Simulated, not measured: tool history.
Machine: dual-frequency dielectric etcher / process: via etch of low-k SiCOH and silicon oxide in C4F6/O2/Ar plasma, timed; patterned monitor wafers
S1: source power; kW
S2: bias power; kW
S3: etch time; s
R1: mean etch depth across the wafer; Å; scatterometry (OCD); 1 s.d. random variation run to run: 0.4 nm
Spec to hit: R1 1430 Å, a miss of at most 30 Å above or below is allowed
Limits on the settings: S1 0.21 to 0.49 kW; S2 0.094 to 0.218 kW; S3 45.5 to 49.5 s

run,hour,S1,S2,S3,R1
1,0,0.35,0.156,49.5,1186.8
2,6.6,0.39,0.162,49.5,1255
3,12.9,0.39,0.183,49.5,1293.1
4,21.2,0.39,0.183,49.5,1294
5,25.4,0.39,0.202,49.5,1327.7
6,27.2,0.34,0.202,49.5,1247.1
7,29,0.41,0.213,49.5,1376.5
8,30.5,0.42,0.214,49.5,1388.7

Of the 5 settings listed for the next run, only one would bring every result within its allowed miss of target. Which one?
A,32,0.49,0.16,46.5,?
B,32,0.44,0.195,48.5,?
C,32,0.45,0.214,49.5,?
D,32,0.41,0.217,48,?
E,32,0.45,0.205,45.5,?

move,R1
A,1300.6
B,1356.8
C,1432.4
D,1337.8
E,1302.1
A: moves away from the targets compared with the last run
B: moves away from the targets compared with the last run
C: meets every target
D: moves away from the targets compared with the last run
E: moves away from the targets compared with the last run
C meets every target.

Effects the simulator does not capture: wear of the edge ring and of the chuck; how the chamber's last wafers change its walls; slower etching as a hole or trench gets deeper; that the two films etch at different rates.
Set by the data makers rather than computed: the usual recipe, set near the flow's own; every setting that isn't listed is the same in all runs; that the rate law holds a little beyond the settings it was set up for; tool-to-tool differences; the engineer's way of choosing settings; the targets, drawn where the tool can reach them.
